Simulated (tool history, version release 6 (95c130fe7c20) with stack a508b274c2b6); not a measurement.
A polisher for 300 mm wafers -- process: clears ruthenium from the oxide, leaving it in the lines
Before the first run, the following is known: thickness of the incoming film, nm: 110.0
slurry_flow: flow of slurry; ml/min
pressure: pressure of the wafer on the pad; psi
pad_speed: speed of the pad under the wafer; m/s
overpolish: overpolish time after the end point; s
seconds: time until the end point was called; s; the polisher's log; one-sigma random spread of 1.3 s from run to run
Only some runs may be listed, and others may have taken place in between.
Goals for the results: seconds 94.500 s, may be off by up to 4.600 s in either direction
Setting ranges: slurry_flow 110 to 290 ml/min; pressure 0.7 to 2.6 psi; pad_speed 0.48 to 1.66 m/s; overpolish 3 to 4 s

{"run": 1, "hour": 0.0, "slurry_flow": 185, "pressure": 1.6, "pad_speed": 1.06, "overpolish": 4, "seconds": 128.71}
{"run": 2, "hour": 3.1, "slurry_flow": 185, "pressure": 1.6, "pad_speed": 0.9, "overpolish": 4, "seconds": 141.28}
{"run": 3, "hour": 4.0, "slurry_flow": 185, "pressure": 1.6, "pad_speed": 1.02, "overpolish": 4, "seconds": 132.55}
{"run": 4, "hour": 5.3, "slurry_flow": 185, "pressure": 1.7, "pad_speed": 1.02, "overpolish": 4, "seconds": 127.67}
{"run": 5, "hour": 10.8, "slurry_flow": 185, "pressure": 1.8, "pad_speed": 1.02, "overpolish": 4, "seconds": 117.34}
{"run": 6, "hour": 17.6, "slurry_flow": 185, "pressure": 1.8, "pad_speed": 1.02, "overpolish": 3, "seconds": 119.32}
{"run": 7, "hour": 18.2, "slurry_flow": 185, "pressure": 1.9, "pad_speed": 1.02, "overpolish": 3, "seconds": 112.71}
{"run": 8, "hour": 26.6, "slurry_flow": 185, "pressure": 2.1, "pad_speed": 1.04, "overpolish": 3, "seconds": 101.01}

Of the 5 settings listed for the next run, only one would bring every result within its allowed miss of target. Which one?
{"run": "A", "hour": 35.0, "slurry_flow": 220, "pressure": 2.0, "pad_speed": 1.0, "overpolish": 4, "seconds": "?"}
{"run": "B", "hour": 35.0, "slurry_flow": 195, "pressure": 1.7, "pad_speed": 1.48, "overpolish": 3, "seconds": "?"}
{"run": "C", "hour": 35.0, "slurry_flow": 190, "pressure": 2.0, "pad_speed": 1.0, "overpolish": 4, "seconds": "?"}
{"run": "D", "hour": 35.0, "slurry_flow": 155, "pressure": 1.6, "pad_speed": 1.24, "overpolish": 4, "seconds": "?"}
{"run": "E", "hour": 35.0, "slurry_flow": 180, "pressure": 2.1, "pad_speed": 1.0, "overpolish": 3, "seconds": "?"}

move=A seconds=104.770
move=B seconds=93.186
move=C seconds=106.920
move=D seconds=117.580
move=E seconds=102.810
A: misses by more than the last run did
B: all results land within tolerance of their targets
C: misses by more than the last run did
D: misses by more than the last run did
E: misses by more than the last run did
B meets every target.

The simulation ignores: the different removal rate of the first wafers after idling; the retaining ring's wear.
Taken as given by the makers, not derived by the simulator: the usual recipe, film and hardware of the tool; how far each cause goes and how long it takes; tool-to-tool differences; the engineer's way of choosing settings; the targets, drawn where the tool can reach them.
